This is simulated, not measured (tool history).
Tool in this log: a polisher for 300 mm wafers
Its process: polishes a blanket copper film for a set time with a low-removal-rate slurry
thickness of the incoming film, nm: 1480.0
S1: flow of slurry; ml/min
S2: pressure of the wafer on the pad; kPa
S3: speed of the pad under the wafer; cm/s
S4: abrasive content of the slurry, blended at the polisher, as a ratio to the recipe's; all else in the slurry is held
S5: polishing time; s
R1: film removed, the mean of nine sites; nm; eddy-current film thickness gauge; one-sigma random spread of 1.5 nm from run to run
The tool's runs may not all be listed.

| run | hour | S1 | S2 | S3 | S4 | S5 | R1 |
|---|---|---|---|---|---|---|---|
| 1 | 0.0 | 205 | 23.4 | 104 | 1.0 | 83 | 300.47 |
| 2 | 6.5 | 205 | 23.4 | 84 | 1.0 | 83 | 256.53 |
| 3 | 15.0 | 200 | 22.1 | 84 | 1.0 | 83 | 240.89 |
| 4 | 23.2 | 240 | 22.1 | 84 | 1.0 | 83 | 243.57 |
| 5 | 30.5 | 240 | 20.7 | 84 | 1.0 | 83 | 233.37 |
| 6 | 38.0 | 220 | 20.7 | 84 | 1.0 | 83 | 230.11 |
| 7 | 41.8 | 220 | 20.0 | 84 | 1.0 | 83 | 221.24 |
| 8 | 46.6 | 215 | 19.3 | 84 | 1.0 | 83 | 212.87 |
| 9 | 51.3 | 210 | 19.3 | 84 | 1.0 | 83 | 210.66 |

What does the tool deliver on the next run?
| 10 | 56.7 | 210 | 19.3 | 84 | 1.0 | 83 | ? |

Run 10 came out at R1 211.66 nm.
